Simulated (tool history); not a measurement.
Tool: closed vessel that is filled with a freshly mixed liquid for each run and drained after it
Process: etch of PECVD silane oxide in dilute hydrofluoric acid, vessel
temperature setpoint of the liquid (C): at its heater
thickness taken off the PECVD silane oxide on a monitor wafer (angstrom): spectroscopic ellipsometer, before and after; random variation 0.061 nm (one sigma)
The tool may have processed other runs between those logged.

| run | day | temperature setpoint of the liquid (C) | parts of water to one part of 49 % hydrofluoric acid (parts by volume) | time in the liquid (s) | thickness taken off the PECVD silane oxide on a monitor wafer (angstrom) |
|---|---|---|---|---|---|
| 1 | 0 | 23 | 280 | 125 | 102.74 |
| 2 | 0.338 | 23 | 280 | 135 | 110.46 |
| 3 | 0.538 | 21.5 | 280 | 135 | 104.6 |
| 4 | 0.858 | 22.5 | 280 | 135 | 107.8 |
| 5 | 1.129 | 19.5 | 280 | 135 | 97.215 |
| 6 | 1.258 | 18 | 280 | 135 | 92.156 |

What does the tool deliver on the next run?
| 7 | 1.425 | 20.5 | 280 | 135 | ? |

Logged for run 7: thickness taken off the PECVD silane oxide on a monitor wafer (angstrom) 101.39.
